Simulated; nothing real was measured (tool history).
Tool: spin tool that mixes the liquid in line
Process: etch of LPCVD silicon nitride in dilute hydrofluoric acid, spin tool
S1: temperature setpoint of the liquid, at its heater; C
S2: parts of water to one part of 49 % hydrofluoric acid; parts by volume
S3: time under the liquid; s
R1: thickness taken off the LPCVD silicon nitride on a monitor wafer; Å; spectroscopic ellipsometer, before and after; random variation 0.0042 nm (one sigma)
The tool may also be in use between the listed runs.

run,day,S1,S2,S3,R1
1,0.000,20.0,65,50,3.2315
2,0.196,20.0,65,50,3.2456
3,0.562,20.0,55,50,3.7043
4,0.633,19.5,65,45,2.8909
5,0.912,17.5,65,45,2.5028
6,0.958,17.5,65,50,2.8235
7,1.167,17.5,70,50,2.4927

Forecast run 8:
8,1.421,17.5,75,50,?

{"run 8": {"R1": 2.3912}}
